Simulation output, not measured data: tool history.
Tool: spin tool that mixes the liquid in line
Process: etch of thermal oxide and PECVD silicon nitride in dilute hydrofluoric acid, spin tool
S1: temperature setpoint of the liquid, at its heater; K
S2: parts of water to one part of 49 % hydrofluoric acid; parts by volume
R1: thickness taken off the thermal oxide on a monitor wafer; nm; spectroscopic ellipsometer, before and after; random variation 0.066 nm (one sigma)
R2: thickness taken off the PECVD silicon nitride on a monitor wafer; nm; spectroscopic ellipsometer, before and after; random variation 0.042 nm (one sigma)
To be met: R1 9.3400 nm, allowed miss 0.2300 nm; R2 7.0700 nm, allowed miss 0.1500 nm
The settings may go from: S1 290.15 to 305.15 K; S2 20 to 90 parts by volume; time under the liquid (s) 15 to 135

run 1 day=0.000 | S1=297.15 S2=50 time_under_the_liquid_(s)=70 | R1=8.0824 R2=7.5315
run 2 day=0.088 | S1=295.65 S2=45 time_under_the_liquid_(s)=70 | R1=8.6452 R2=7.4981
run 3 day=0.412 | S1=294.65 S2=40 time_under_the_liquid_(s)=70 | R1=9.5004 R2=7.8895
run 4 day=0.783 | S1=294.15 S2=40 time_under_the_liquid_(s)=70 | R1=9.1197 R2=7.5951
-- day=1.117 thermometer replaced
run 5 day=1.117 | S1=294.15 S2=30 time_under_the_liquid_(s)=70 | R1=11.1850 R2=8.5382
run 6 day=1.492 | S1=292.15 S2=30 time_under_the_liquid_(s)=70 | R1=10.2350 R2=7.4414
run 7 day=1.617 | S1=292.15 S2=35 time_under_the_liquid_(s)=70 | R1=8.7585 R2=6.3967
run 8 day=1.925 | S1=292.65 S2=35 time_under_the_liquid_(s)=70 | R1=8.9929 R2=6.6202
run 9 day=2.233 | S1=293.15 S2=35 time_under_the_liquid_(s)=70 | R1=9.2127 R2=6.8549

4 next moves are on the table. One of them brings every result within its allowed miss. Which?
run A day=2.542 | S1=291.65 S2=30 time_under_the_liquid_(s)=65 | R1=? R2=?
run B day=2.542 | S1=291.65 S2=35 time_under_the_liquid_(s)=75 | R1=? R2=?
run C day=2.542 | S1=293.65 S2=30 time_under_the_liquid_(s)=60 | R1=? R2=?
run D day=2.542 | S1=295.15 S2=35 time_under_the_liquid_(s)=65 | R1=? R2=?

move=A R1=9.3070 R2=6.6348
move=B R1=9.1515 R2=6.5996
move=C R1=9.3675 R2=7.0499
move=D R1=9.2148 R2=7.3029
A: further off than the last run
B: further off than the last run
C: meets every target
D: takes the result that was furthest off past its target
Move C is the one to make.
